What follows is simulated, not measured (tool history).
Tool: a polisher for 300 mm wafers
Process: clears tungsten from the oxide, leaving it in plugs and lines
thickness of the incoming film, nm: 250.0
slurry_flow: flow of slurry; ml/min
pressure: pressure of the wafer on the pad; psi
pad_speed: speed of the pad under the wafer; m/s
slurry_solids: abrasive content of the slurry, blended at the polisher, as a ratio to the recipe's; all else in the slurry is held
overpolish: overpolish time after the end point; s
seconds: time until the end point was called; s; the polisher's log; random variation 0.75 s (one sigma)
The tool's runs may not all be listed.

{"run": 1, "day": 0.0, "slurry_flow": 190, "pressure": 3.8, "pad_speed": 1.16, "slurry_solids": 1, "overpolish": 17, "seconds": 43.976}
{"run": 2, "day": 0.279, "slurry_flow": 190, "pressure": 3.8, "pad_speed": 1.16, "slurry_solids": 1.15, "overpolish": 17, "seconds": 41.861}
{"run": 3, "day": 0.4, "slurry_flow": 145, "pressure": 3.8, "pad_speed": 1.16, "slurry_solids": 1.15, "overpolish": 17, "seconds": 42.808}
{"run": 4, "day": 0.55, "slurry_flow": 145, "pressure": 3.8, "pad_speed": 1, "slurry_solids": 1.15, "overpolish": 17, "seconds": 49.603}
{"run": 5, "day": 0.75, "slurry_flow": 145, "pressure": 3.4, "pad_speed": 1, "slurry_solids": 1.15, "overpolish": 17, "seconds": 55.936}
{"run": 6, "day": 0.904, "slurry_flow": 145, "pressure": 3.4, "pad_speed": 1, "slurry_solids": 1.15, "overpolish": 17, "seconds": 55.338}
{"run": 7, "day": 0.929, "slurry_flow": 145, "pressure": 3.1, "pad_speed": 1, "slurry_solids": 1.15, "overpolish": 17, "seconds": 59.757}
{"run": 8, "day": 1.042, "slurry_flow": 145, "pressure": 2.8, "pad_speed": 1, "slurry_solids": 1.15, "overpolish": 17, "seconds": 66.2}
{"run": 9, "day": 1.238, "slurry_flow": 140, "pressure": 1.8, "pad_speed": 1, "slurry_solids": 1.15, "overpolish": 17, "seconds": 94.452}

Run 10 comes next. What will it give?
{"run": 10, "day": 1.583, "slurry_flow": 140, "pressure": 1.9, "pad_speed": 1, "slurry_solids": 1.15, "overpolish": 17, "seconds": "?"}

Run 10 gave seconds 91.579 s.
